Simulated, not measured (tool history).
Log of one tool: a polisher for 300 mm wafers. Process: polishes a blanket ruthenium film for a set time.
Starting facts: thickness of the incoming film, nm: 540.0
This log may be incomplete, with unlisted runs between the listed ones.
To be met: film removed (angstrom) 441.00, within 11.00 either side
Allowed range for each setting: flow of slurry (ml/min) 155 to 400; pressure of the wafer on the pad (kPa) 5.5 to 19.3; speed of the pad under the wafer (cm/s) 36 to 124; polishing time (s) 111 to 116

| run | day | flow of slurry (ml/min) | pressure of the wafer on the pad (kPa) | speed of the pad under the wafer (cm/s) | polishing time (s) | film removed (angstrom) |
|---|---|---|---|---|---|---|
| 1 | 0.000 | 255 | 12.4 | 80 | 111 | 766.09 |
| 2 | 0.333 | 255 | 12.4 | 80 | 116 | 785.34 |
| 3 | 0.479 | 250 | 10.3 | 80 | 116 | 667.79 |
| 4 | 0.829 | 250 | 10.3 | 80 | 111 | 644.57 |
| 5 | 1.092 | 215 | 10.3 | 80 | 111 | 622.36 |
| 6 | 1.412 | 275 | 10.3 | 80 | 111 | 643.11 |
| 7 | 1.529 | 270 | 9.0 | 80 | 111 | 570.28 |
| 8 | 1.583 | 265 | 8.3 | 80 | 111 | 528.44 |
| 9 | 1.850 | 260 | 7.6 | 80 | 111 | 483.13 |
| 10 | 1.958 | 260 | 7.6 | 80 | 111 | 493.10 |
| 11 | 2.262 | 250 | 7.6 | 80 | 111 | 490.20 |
| 12 | 2.558 | 240 | 7.6 | 80 | 111 | 484.76 |
| 13 | 2.708 | 230 | 7.6 | 80 | 111 | 477.13 |
| 14 | 3.050 | 215 | 7.6 | 80 | 111 | 484.46 |
|  | 3.175 | worn pad replaced by a new one |
| 15 | 3.175 | 215 | 6.9 | 80 | 111 | 467.07 |
| 16 | 3.338 | 215 | 6.2 | 80 | 111 | 428.88 |

Exactly one of the 5 candidate moves below puts every result within its allowed miss. Which one?
| A | 3.500 | 235 | 6.2 | 78 | 116 | ? |
| B | 3.500 | 205 | 6.2 | 72 | 116 | ? |
| C | 3.500 | 215 | 6.2 | 78 | 111 | ? |
| D | 3.500 | 160 | 6.2 | 82 | 112 | ? |
| E | 3.500 | 270 | 6.9 | 74 | 116 | ? |

| move | film removed (angstrom) |
|---|---|
| A | 441.08 |
| B | 400.68 |
| C | 417.13 |
| D | 420.52 |
| E | 465.68 |
A: every result lands within tolerance
B: the biggest miss grows against the last run
C: the biggest miss grows against the last run
D: the biggest miss grows against the last run
E: takes the result that was furthest off past its target
The move that meets every target is A.

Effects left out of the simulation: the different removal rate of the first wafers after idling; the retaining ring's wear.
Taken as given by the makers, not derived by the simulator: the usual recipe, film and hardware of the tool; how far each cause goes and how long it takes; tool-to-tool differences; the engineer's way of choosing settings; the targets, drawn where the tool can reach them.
